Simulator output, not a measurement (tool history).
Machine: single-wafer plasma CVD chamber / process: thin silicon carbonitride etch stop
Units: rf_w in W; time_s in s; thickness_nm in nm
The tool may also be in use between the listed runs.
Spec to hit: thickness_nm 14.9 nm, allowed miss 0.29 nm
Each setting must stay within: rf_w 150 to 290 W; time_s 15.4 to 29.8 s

{"run": 1, "hour": 0.0, "rf_w": 220, "time_s": 22.6, "thickness_nm": 13.537}
{"run": 2, "hour": 1.6, "rf_w": 230, "time_s": 22.8, "thickness_nm": 13.757}
{"run": 3, "hour": 6.7, "rf_w": 230, "time_s": 25.2, "thickness_nm": 15.284}
{"run": 4, "hour": 15.2, "rf_w": 230, "time_s": 27, "thickness_nm": 16.321}
{"run": 5, "hour": 19.5, "rf_w": 210, "time_s": 27, "thickness_nm": 15.737}
{"run": 6, "hour": 25.5, "rf_w": 205, "time_s": 26.9, "thickness_nm": 15.707}
{"run": 7, "hour": 27.9, "rf_w": 200, "time_s": 26.8, "thickness_nm": 15.621}
{"run": 8, "hour": 33.1, "rf_w": 195, "time_s": 26.7, "thickness_nm": 15.329}

Consider the 5 candidate settings below. Which is the only one whose results all fall within their allowed miss of target?
{"run": "A", "hour": 38.3, "rf_w": 190, "time_s": 28.2, "thickness_nm": "?"}
{"run": "B", "hour": 38.3, "rf_w": 160, "time_s": 29.2, "thickness_nm": "?"}
{"run": "C", "hour": 38.3, "rf_w": 190, "time_s": 27.8, "thickness_nm": "?"}
{"run": "D", "hour": 38.3, "rf_w": 150, "time_s": 28.4, "thickness_nm": "?"}
{"run": "E", "hour": 38.3, "rf_w": 200, "time_s": 27.1, "thickness_nm": "?"}

move=A thickness_nm=16.012
move=B thickness_nm=15.663
move=C thickness_nm=15.785
move=D thickness_nm=14.908
move=E thickness_nm=15.648
A: further off than the last run
B: further off than the last run
C: further off than the last run
D: every result within its allowed miss
E: further off than the last run
The right move is D.
